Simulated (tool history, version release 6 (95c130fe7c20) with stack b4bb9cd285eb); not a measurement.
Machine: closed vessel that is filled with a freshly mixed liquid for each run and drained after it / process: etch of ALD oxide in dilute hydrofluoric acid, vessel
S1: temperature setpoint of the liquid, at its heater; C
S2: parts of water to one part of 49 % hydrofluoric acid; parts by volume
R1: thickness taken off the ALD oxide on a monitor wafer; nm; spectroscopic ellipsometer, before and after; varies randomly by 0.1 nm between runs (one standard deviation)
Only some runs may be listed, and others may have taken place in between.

{"run": 1, "hour": 0.0, "S1": 23.0, "S2": 75, "time in the liquid (s)": 85, "R1": 24.762}
{"run": 2, "hour": 8.6, "S1": 22.5, "S2": 75, "time in the liquid (s)": 85, "R1": 24.021}
{"run": 3, "hour": 16.7, "S1": 22.0, "S2": 75, "time in the liquid (s)": 85, "R1": 23.367}
{"run": 4, "hour": 24.4, "S1": 22.0, "S2": 75, "time in the liquid (s)": 65, "R1": 17.948}
{"run": 5, "hour": 31.5, "S1": 22.0, "S2": 75, "time in the liquid (s)": 65, "R1": 18.048}
{"run": 6, "hour": 34.5, "S1": 23.0, "S2": 75, "time in the liquid (s)": 65, "R1": 18.745}

Estimate the outcome of run 7 from the log above:
{"run": 7, "hour": 40.7, "S1": 23.5, "S2": 75, "time in the liquid (s)": 65, "R1": "?"}

R1: 19.246 nm
